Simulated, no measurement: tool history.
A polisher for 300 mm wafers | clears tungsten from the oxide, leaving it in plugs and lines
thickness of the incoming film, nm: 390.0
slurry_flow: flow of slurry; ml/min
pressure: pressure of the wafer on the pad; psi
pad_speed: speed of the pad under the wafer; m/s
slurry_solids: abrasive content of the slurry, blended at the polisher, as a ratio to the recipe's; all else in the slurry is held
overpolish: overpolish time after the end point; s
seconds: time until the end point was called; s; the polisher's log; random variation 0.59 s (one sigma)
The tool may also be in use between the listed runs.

Run 1, day 0: slurry_flow 265 ml/min, pressure 2.9 psi, pad_speed 1.12 m/s, slurry_solids 1, overpolish 3 s. Result: seconds 77.993 s.
Run 2, day 0.146: slurry_flow 300 ml/min, pressure 2.9 psi, pad_speed 1.12 m/s, slurry_solids 1, overpolish 3 s. Result: seconds 75.415 s.
Run 3, day 0.262: slurry_flow 300 ml/min, pressure 2.9 psi, pad_speed 1.12 m/s, slurry_solids 1, overpolish 3 s. Result: seconds 76.087 s.
Run 4, day 0.542: slurry_flow 365 ml/min, pressure 2.9 psi, pad_speed 1.12 m/s, slurry_solids 1, overpolish 3 s. Result: seconds 75.902 s.
Run 5, day 0.812: slurry_flow 365 ml/min, pressure 2.9 psi, pad_speed 1.4 m/s, slurry_solids 1, overpolish 3 s. Result: seconds 62.762 s.
Run 6, day 0.854: slurry_flow 365 ml/min, pressure 3.2 psi, pad_speed 1.42 m/s, slurry_solids 1, overpolish 3 s. Result: seconds 55.944 s.
Run 7, day 1.146: slurry_flow 365 ml/min, pressure 3.2 psi, pad_speed 1.42 m/s, slurry_solids 1, overpolish 3 s. Result: seconds 56.516 s.
Run 8, day 1.446: slurry_flow 365 ml/min, pressure 3.2 psi, pad_speed 1.42 m/s, slurry_solids 1, overpolish 3 s. Result: seconds 56.313 s.

Forecast run 9:
Run 9, day 1.542: slurry_flow 365 ml/min, pressure 3.5 psi, pad_speed 1.44 m/s, slurry_solids 1, overpolish 3 s. Result: seconds ?.

Run 9 gave seconds 50.589 s.
